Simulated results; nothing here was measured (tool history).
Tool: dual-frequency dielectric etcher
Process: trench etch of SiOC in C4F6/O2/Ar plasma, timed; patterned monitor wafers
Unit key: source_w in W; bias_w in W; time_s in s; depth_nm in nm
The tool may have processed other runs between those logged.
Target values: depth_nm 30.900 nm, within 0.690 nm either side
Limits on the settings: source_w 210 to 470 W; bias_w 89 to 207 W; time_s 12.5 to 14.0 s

run	hour	source_w	bias_w	time_s	depth_nm
1	0.0	340	148	14.0	26.639
2	5.6	360	151	14.0	27.527
3	8.8	320	151	14.0	26.213
4	9.5	340	154	14.0	27.060
5	17.3	360	156	14.0	27.839
6	18.7	310	156	14.0	26.210
7	22.6	330	159	14.0	27.031
8	23.3	330	159	14.0	27.099
9	30.5	350	161	14.0	27.705

Which one of the following 5 next-run settings gets every result inside its allowed miss? There is exactly one.
A	37.7	390	178	14.0	?
B	37.7	360	182	14.0	?
C	37.7	400	196	14.0	?
D	37.7	380	168	14.0	?
E	37.7	390	171	14.0	?

move	depth_nm
A	29.843
B	29.109
C	31.071
D	29.011
E	29.474
A: gains on the last run, yet a result remains outside its allowed miss
B: gains on the last run, yet a result remains outside its allowed miss
C: all results in spec
D: gains on the last run, yet a result remains outside its allowed miss
E: gains on the last run, yet a result remains outside its allowed miss
Answer: C
